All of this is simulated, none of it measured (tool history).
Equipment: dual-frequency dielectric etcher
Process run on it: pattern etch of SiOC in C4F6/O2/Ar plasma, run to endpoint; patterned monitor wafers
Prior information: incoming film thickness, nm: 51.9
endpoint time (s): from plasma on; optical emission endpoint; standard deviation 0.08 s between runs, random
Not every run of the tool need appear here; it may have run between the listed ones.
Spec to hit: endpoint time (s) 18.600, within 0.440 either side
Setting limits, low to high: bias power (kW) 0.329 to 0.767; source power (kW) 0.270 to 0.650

run  hour  bias power (kW)  source power (kW)  endpoint time (s)
  1   0.0            0.548              0.460             16.225
  2   1.6            0.507              0.450             16.795
  3   3.2            0.507              0.530             15.628
  4   3.8            0.467              0.510             16.481
  5   7.0            0.436              0.500             17.035
  6  15.6            0.436              0.560             16.251
  7  21.0            0.409              0.540             16.887
  8  29.3            0.329              0.480             19.349
  9  32.3            0.339              0.480             19.164

Exercise: of the 4 proposed moves below, exactly one satisfies all targets within the stated allowed misses. Which move is it?
  A  35.3            0.329              0.450                  ?
  B  35.3            0.329              0.460                  ?
  C  35.3            0.346              0.430                  ?
  D  35.3            0.422              0.430                  ?

move  endpoint time (s)
   A             19.932
   B             19.738
   C             19.949
   D             18.455
A: the biggest miss grows against the last run
B: the biggest miss grows against the last run
C: the biggest miss grows against the last run
D: every result lands within tolerance
Move D is the one to make.
